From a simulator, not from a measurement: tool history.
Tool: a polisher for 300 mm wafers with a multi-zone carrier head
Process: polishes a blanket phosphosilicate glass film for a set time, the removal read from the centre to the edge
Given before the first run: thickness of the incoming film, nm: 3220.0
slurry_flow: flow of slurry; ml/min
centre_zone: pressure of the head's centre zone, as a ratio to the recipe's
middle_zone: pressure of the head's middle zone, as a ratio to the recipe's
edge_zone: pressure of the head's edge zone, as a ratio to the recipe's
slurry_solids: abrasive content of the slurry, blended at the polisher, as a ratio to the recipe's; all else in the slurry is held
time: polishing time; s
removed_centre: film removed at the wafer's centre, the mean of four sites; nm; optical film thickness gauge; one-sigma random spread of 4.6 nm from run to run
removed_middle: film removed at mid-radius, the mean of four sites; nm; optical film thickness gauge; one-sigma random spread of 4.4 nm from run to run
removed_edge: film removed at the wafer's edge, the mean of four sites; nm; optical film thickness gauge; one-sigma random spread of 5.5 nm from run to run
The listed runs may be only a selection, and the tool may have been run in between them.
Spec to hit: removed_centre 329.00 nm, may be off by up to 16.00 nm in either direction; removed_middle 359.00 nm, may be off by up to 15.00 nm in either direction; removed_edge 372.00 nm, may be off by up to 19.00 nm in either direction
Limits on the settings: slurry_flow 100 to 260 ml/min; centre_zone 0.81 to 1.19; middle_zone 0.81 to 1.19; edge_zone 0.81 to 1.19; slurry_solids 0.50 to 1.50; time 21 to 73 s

run,hour,slurry_flow,centre_zone,middle_zone,edge_zone,slurry_solids,time,removed_centre,removed_middle,removed_edge
1,0.0,165,1.00,1.00,1.00,1.00,47,530.85,542.67,549.94
2,1.4,130,1.00,1.00,1.00,1.00,47,485.65,515.41,512.33
3,7.7,125,0.98,0.98,0.99,0.85,47,466.60,477.90,499.93
4,15.4,125,0.98,0.90,0.99,0.85,47,464.61,448.51,489.01
5,18.1,120,0.96,0.92,0.97,0.75,45,411.19,414.89,451.10
6,19.8,120,0.96,0.92,1.02,0.75,45,414.60,415.82,463.81
7,27.3,120,0.96,0.92,1.02,0.75,45,415.02,420.51,472.06
8,30.2,115,0.94,0.93,0.98,0.70,44,393.44,405.56,431.85
9,34.5,110,0.92,0.92,0.97,0.65,44,364.90,393.22,415.69
10,36.9,110,0.91,0.91,0.95,0.60,44,352.60,375.35,396.40
11,39.0,110,0.91,0.91,0.95,0.60,44,353.42,376.49,402.25
12,45.5,110,0.90,0.91,0.93,0.60,44,355.33,376.06,397.15
13,54.4,110,0.89,0.91,0.92,0.60,44,346.93,372.70,389.36
14,62.5,110,0.88,0.91,0.91,0.60,44,346.90,373.81,399.91

Which one of the following 5 next-run settings gets every result inside its allowed miss? There is exactly one.
A,70.6,105,0.93,0.82,0.86,0.55,46,?,?,?
B,70.6,135,1.13,1.01,0.81,0.50,38,?,?,?
C,70.6,110,0.98,1.03,0.81,0.50,40,?,?,?
D,70.6,110,0.93,0.96,0.96,0.80,37,?,?,?
E,70.6,130,1.07,1.02,0.83,0.65,36,?,?,?

move,removed_centre,removed_middle,removed_edge
A,363.85,347.04,398.35
B,377.88,357.23,329.23
C,329.63,361.92,333.39
D,327.71,354.95,371.21
E,359.96,360.53,333.34
A: misses by more than the last run did
B: takes the result that was furthest off past its target
C: takes the result that was furthest off past its target
D: every result lands within tolerance
E: takes the result that was furthest off past its target
The move that meets every target is D.
